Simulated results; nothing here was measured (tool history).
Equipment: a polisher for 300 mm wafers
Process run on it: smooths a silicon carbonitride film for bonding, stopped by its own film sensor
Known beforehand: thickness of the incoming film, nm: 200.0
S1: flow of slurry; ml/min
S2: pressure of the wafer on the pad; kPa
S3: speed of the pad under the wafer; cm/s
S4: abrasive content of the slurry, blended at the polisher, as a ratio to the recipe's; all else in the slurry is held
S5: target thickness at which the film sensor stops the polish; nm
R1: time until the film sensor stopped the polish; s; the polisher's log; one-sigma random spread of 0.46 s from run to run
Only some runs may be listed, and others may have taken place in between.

run,hour,S1,S2,S3,S4,S5,R1
1,0.0,150,11.0,78,1.0,191,48.201
2,4.8,150,11.0,62,1.0,191,55.938
3,11.4,180,11.0,62,1.0,191,54.399
4,15.4,180,11.7,62,1.0,191,50.347
5,21.8,180,12.4,62,1.0,191,47.976
6,25.9,160,12.4,62,1.0,191,48.192

For run 7, what comes out?
7,34.5,160,13.1,62,1.0,191,?

R1: 45.813 s

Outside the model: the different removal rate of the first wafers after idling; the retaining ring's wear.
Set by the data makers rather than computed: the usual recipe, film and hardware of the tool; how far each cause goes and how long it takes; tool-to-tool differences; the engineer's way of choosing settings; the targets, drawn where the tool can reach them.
